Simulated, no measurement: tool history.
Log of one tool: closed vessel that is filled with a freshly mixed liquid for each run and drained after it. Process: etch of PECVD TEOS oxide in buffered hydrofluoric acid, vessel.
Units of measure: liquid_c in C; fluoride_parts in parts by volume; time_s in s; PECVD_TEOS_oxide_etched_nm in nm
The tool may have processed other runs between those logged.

run  hour  liquid_c  fluoride_parts  time_s  PECVD_TEOS_oxide_etched_nm
  1   0.0      25.0            11.5     105                      296.57
  2   0.6      25.0             9.5     105                      344.46
  3   5.2      25.0             9.5     110                      364.39
  4   9.9      25.0             8.0     110                      427.18
  5  17.3      21.5             8.0     110                      353.49
  6  18.0      23.5             7.5     110                      421.16
  7  19.3      25.0             7.5     110                      453.89

Estimate the outcome of run 8 from the log above:
  8  23.2      26.5             7.5     110                           ?

PECVD_TEOS_oxide_etched_nm: 500.70 nm
